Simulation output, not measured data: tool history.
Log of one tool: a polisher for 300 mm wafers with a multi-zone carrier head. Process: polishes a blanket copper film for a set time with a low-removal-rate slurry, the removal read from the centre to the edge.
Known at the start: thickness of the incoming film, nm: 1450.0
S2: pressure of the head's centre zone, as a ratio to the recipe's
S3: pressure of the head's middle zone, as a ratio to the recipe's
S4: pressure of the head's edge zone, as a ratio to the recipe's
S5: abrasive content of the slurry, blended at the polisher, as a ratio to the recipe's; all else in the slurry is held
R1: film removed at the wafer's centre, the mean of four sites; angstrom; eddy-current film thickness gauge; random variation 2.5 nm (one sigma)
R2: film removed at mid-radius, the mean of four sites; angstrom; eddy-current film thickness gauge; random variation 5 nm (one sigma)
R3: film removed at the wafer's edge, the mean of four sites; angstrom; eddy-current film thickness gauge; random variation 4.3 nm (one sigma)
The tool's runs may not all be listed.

{"run": 1, "hour": 0.0, "flow of slurry (ml/min)": 140, "S2": 1, "S3": 1, "S4": 1, "S5": 1, "polishing time (s)": 65, "R1": 2638.4, "R2": 2663.9, "R3": 2605}
{"run": 2, "hour": 8.1, "flow of slurry (ml/min)": 140, "S2": 1.06, "S3": 1, "S4": 1, "S5": 1, "polishing time (s)": 65, "R1": 2813.3, "R2": 2597.5, "R3": 2572.4}
{"run": 3, "hour": 9.0, "flow of slurry (ml/min)": 150, "S2": 1.02, "S3": 1, "S4": 1.05, "S5": 1.15, "polishing time (s)": 66, "R1": 2845, "R2": 2739.2, "R3": 2813.8}
{"run": 4, "hour": 16.9, "flow of slurry (ml/min)": 150, "S2": 1.02, "S3": 1.06, "S4": 1.05, "S5": 1.15, "polishing time (s)": 66, "R1": 2886.2, "R2": 2919.8, "R3": 2770}
{"run": 5, "hour": 18.9, "flow of slurry (ml/min)": 160, "S2": 0.99, "S3": 1.05, "S4": 1.08, "S5": 1.25, "polishing time (s)": 67, "R1": 2897.2, "R2": 2973.7, "R3": 2915.3}
{"run": 6, "hour": 24.0, "flow of slurry (ml/min)": 160, "S2": 0.96, "S3": 1.05, "S4": 1.11, "S5": 1.3, "polishing time (s)": 69, "R1": 2898.9, "R2": 3160.7, "R3": 3102.3}
{"run": 7, "hour": 32.1, "flow of slurry (ml/min)": 165, "S2": 0.95, "S3": 1.04, "S4": 1.13, "S5": 1.35, "polishing time (s)": 70, "R1": 2981.7, "R2": 3275.4, "R3": 3220.5}
{"run": 8, "hour": 32.8, "flow of slurry (ml/min)": 165, "S2": 0.94, "S3": 1.02, "S4": 1.15, "S5": 1.4, "polishing time (s)": 71, "R1": 3011.9, "R2": 3242.8, "R3": 3323.7}

The next listed run, before its measurement:
{"run": 9, "hour": 41.2, "flow of slurry (ml/min)": 165, "S2": 0.93, "S3": 1.02, "S4": 1.16, "S5": 1.4, "polishing time (s)": 72, "R1": "?", "R2": "?", "R3": "?"}

Run 9 gave R1 2998.3 angstrom, R2 3313.9 angstrom, R3 3395 angstrom.
